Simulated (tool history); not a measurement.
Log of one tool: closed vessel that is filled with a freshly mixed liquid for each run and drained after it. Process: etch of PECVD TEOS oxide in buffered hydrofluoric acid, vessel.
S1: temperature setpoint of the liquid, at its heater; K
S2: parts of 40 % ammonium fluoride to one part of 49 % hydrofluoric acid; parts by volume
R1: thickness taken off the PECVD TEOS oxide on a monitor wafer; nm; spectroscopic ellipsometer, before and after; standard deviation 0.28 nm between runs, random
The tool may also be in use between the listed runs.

Run 1, day 0: S1 297.15 K, S2 19 parts by volume, time in the liquid (s) 30. Result: R1 29.576 nm.
Run 2, day 0.196: S1 297.15 K, S2 19 parts by volume, time in the liquid (s) 30. Result: R1 29.614 nm.
Run 3, day 0.488: S1 297.15 K, S2 19 parts by volume, time in the liquid (s) 30. Result: R1 29.575 nm.
Run 4, day 0.762: S1 298.65 K, S2 19 parts by volume, time in the liquid (s) 30. Result: R1 32.068 nm.
Run 5, day 0.9: S1 298.65 K, S2 14.5 parts by volume, time in the liquid (s) 30. Result: R1 41.771 nm.
Run 6, day 1.192: S1 295.15 K, S2 14.5 parts by volume, time in the liquid (s) 30. Result: R1 34.347 nm.

Run 7 comes next. What will it give?
Run 7, day 1.446: S1 299.15 K, S2 11 parts by volume, time in the liquid (s) 30. Result: R1 ?.

{"run 7": {"R1": 56.404}}

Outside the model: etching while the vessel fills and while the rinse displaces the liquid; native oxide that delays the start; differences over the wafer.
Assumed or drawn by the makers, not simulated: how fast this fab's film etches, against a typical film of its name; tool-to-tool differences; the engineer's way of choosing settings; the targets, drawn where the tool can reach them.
